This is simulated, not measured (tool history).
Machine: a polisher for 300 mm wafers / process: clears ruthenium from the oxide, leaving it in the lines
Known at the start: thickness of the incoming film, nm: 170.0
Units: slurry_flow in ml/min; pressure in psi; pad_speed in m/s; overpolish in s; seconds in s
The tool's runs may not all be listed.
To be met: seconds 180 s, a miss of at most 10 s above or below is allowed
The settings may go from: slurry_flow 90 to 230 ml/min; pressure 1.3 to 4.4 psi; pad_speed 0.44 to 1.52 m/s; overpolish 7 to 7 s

run	hour	slurry_flow	pressure	pad_speed	overpolish	seconds
1	0	150	2.8	0.98	7	123.23
2	8.9	150	2.6	0.98	7	136.3
3	17.7	165	2.6	0.98	7	131.41
4	23.7	165	2.4	0.98	7	140.47
5	29.3	165	2.4	0.98	7	138
# hour 35.8: head pressure recalibrated
6	35.8	165	2.4	0.98	7	150.75
7	44	165	2.3	0.98	7	160.28
8	51.2	165	2.3	0.98	7	158.28

Next run, 4 choices. One meets every target within its allowed miss, the rest don't. Which?
A	58.4	155	2.6	1.02	7	?
B	58.4	180	2.4	1.06	7	?
C	58.4	165	2.4	0.92	7	?
D	58.4	170	1.9	1.04	7	?

move	seconds
A	136.72
B	139.61
C	157.77
D	177.43
A: further off than the last run
B: further off than the last run
C: just as far off the targets as the last run
D: hits every target within its allowed miss
The move that meets every target is D.
